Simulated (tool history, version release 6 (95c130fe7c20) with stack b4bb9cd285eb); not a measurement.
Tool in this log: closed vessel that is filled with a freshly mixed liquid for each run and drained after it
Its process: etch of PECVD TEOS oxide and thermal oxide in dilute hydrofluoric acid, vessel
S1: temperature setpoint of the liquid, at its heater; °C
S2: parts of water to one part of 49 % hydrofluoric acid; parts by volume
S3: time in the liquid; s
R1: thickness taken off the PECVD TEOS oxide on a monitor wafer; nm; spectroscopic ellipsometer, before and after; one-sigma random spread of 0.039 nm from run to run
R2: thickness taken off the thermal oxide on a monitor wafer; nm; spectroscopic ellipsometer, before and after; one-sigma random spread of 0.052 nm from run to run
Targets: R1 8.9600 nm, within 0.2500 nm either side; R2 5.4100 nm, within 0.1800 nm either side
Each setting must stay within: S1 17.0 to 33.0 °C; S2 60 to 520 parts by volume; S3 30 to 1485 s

run 1 hour=0.0 | S1=25.0 S2=290 S3=755 | R1=19.3550 R2=11.5780
run 2 hour=5.0 | S1=23.0 S2=320 S3=755 | R1=15.6730 R2=9.5239
run 3 hour=7.7 | S1=22.0 S2=345 S3=755 | R1=13.8860 R2=8.3221
run 4 hour=11.6 | S1=21.0 S2=365 S3=755 | R1=12.4650 R2=7.6443
run 5 hour=19.3 | S1=21.0 S2=365 S3=1045 | R1=17.2990 R2=10.2550
run 6 hour=20.2 | S1=20.0 S2=400 S3=1045 | R1=14.7550 R2=8.8136
run 7 hour=28.8 | S1=19.5 S2=425 S3=1045 | R1=13.4030 R2=8.1468
run 8 hour=32.5 | S1=19.5 S2=425 S3=1045 | R1=13.3420 R2=7.9727
run 9 hour=39.5 | S1=19.0 S2=445 S3=1045 | R1=12.3780 R2=7.3306
run 10 hour=47.0 | S1=18.5 S2=460 S3=1040 | R1=11.5660 R2=6.8561
run 11 hour=49.0 | S1=18.0 S2=475 S3=1035 | R1=10.8010 R2=6.5909
run 12 hour=57.1 | S1=18.0 S2=485 S3=1025 | R1=10.4500 R2=6.3823
run 13 hour=64.2 | S1=18.0 S2=495 S3=1020 | R1=10.1080 R2=6.1185
run 14 hour=66.3 | S1=18.0 S2=500 S3=1015 | R1=9.9578 R2=5.9331

Of the 5 settings listed for the next run, only one would bring every result within its allowed miss of target. Which one?
run A hour=68.4 | S1=18.0 S2=475 S3=1095 | R1=? R2=?
run B hour=68.4 | S1=17.5 S2=480 S3=1030 | R1=? R2=?
run C hour=68.4 | S1=17.5 S2=520 S3=1000 | R1=? R2=?
run D hour=68.4 | S1=18.0 S2=475 S3=1005 | R1=? R2=?
run E hour=68.4 | S1=19.0 S2=455 S3=1010 | R1=? R2=?

move=A R1=11.4050 R2=6.7595
move=B R1=10.3960 R2=6.1612
move=C R1=9.0463 R2=5.3615
move=D R1=10.4680 R2=6.2039
move=E R1=11.5420 R2=6.8404
A: lands further from the targets than the last run did
B: lands further from the targets than the last run did
C: all results in spec
D: lands further from the targets than the last run did
E: lands further from the targets than the last run did
The right move is C.
